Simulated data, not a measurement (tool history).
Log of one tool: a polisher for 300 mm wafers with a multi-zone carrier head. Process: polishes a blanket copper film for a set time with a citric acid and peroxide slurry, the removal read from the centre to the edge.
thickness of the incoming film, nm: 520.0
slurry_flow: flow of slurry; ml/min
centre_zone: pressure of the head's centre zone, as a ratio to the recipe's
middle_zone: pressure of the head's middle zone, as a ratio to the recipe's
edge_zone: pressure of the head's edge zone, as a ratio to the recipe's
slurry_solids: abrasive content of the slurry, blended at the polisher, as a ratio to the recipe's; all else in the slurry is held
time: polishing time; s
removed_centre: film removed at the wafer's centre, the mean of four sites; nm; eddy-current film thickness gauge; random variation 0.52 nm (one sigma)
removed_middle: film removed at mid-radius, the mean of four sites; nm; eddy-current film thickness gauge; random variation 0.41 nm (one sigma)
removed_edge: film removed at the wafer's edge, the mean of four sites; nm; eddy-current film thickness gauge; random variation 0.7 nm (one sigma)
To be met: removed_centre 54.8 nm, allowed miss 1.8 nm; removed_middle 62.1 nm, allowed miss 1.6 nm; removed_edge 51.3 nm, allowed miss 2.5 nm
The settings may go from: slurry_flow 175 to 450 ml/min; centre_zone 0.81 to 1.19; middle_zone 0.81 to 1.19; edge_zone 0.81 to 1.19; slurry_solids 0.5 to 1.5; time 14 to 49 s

run,day,slurry_flow,centre_zone,middle_zone,edge_zone,slurry_solids,time,removed_centre,removed_middle,removed_edge
1,0,290,1,1,1,1,31,55.811,49.056,49.339
2,0.104,290,1,1.09,1,1,31,55.962,53.603,48.445
3,0.158,295,0.99,1.11,1.01,1,31,55.373,53.73,47.451
4,0.529,290,0.97,1.12,1.01,1.05,31,55.371,55.309,48.313
5,0.65,290,0.97,1.12,1.01,1.05,39,68.792,69.494,63.253
6,0.971,295,0.96,1.12,0.99,0.95,39,66.771,67.773,59.386
7,1.162,295,0.93,1.11,0.97,0.9,39,64.053,65.725,58.249
8,1.288,295,0.91,1.11,0.95,0.85,39,61.886,65.619,56.709
9,1.6,295,0.9,1.11,0.94,0.8,39,60.145,64.014,54.746
10,1.871,290,0.89,1.11,0.93,0.8,39,59.048,64.26,57.383
11,1.946,300,0.89,1.12,0.93,0.75,39,58.6,63.934,54.735
12,2.112,300,0.89,1.12,0.92,0.7,39,57.392,61.352,53.557

Which of these 5 next moves meets every target?
A,2.279,310,0.87,1.14,0.89,0.65,39,?,?,?
B,2.279,275,0.9,1.01,0.97,0.65,42,?,?,?
C,2.279,240,0.95,1.09,0.91,0.6,41,?,?,?
D,2.279,365,0.94,1.1,0.9,0.6,41,?,?,?
E,2.279,265,0.96,1.19,0.9,0.9,35,?,?,?

move,removed_centre,removed_middle,removed_edge
A,54.786,61.539,51.536
B,60.395,59.236,57.489
C,60.039,59.551,52.657
D,61.424,61.852,53.599
E,58.949,62.303,50.664
A: meets every target
B: further off than the last run
C: further off than the last run
D: further off than the last run
E: further off than the last run
Move A is the one to make.

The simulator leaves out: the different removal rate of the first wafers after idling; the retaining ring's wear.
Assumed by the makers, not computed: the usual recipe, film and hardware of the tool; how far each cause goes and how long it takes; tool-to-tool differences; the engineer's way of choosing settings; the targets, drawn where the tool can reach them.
